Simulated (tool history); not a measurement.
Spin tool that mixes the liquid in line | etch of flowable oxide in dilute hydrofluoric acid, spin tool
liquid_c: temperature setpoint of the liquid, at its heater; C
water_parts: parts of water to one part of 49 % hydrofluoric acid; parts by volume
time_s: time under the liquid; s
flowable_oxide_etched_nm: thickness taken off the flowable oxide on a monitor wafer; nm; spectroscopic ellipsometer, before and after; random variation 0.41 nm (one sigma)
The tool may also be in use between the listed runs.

run,hour,liquid_c,water_parts,time_s,flowable_oxide_etched_nm
1,0.0,21.0,205,305,43.734
2,1.3,21.0,205,325,46.351
3,5.1,21.0,205,325,46.476
4,9.7,23.0,180,325,58.822
5,18.1,26.5,180,325,67.220
6,18.7,27.0,165,325,75.672
7,21.9,29.0,120,325,117.770
8,28.8,28.0,120,325,115.190

The next listed run, before its measurement:
9,33.5,27.0,120,325,?

Run 9 gave flowable_oxide_etched_nm 109.560 nm.
